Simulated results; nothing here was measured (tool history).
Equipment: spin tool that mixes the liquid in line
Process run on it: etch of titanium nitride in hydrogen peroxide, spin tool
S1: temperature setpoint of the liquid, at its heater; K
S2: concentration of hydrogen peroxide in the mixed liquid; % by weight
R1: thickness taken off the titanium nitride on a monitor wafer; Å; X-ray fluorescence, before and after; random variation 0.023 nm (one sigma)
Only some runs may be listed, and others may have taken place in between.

{"run": 1, "day": 0.0, "S1": 320.15, "S2": 18, "time under the liquid (s)": 325, "R1": 65.449}
{"run": 2, "day": 0.304, "S1": 315.15, "S2": 18, "time under the liquid (s)": 325, "R1": 44.895}
{"run": 3, "day": 0.542, "S1": 322.15, "S2": 18, "time under the liquid (s)": 325, "R1": 76.15}
{"run": 4, "day": 0.871, "S1": 322.15, "S2": 18, "time under the liquid (s)": 325, "R1": 75.974}
{"run": 5, "day": 0.925, "S1": 315.65, "S2": 18, "time under the liquid (s)": 325, "R1": 46.883}
{"run": 6, "day": 1.167, "S1": 314.65, "S2": 18, "time under the liquid (s)": 325, "R1": 43.822}
{"run": 7, "day": 1.517, "S1": 313.65, "S2": 18, "time under the liquid (s)": 325, "R1": 40.167}

Estimate the outcome of run 8 from the log above:
{"run": 8, "day": 1.842, "S1": 313.15, "S2": 18, "time under the liquid (s)": 325, "R1": "?"}

R1: 38.509 Å

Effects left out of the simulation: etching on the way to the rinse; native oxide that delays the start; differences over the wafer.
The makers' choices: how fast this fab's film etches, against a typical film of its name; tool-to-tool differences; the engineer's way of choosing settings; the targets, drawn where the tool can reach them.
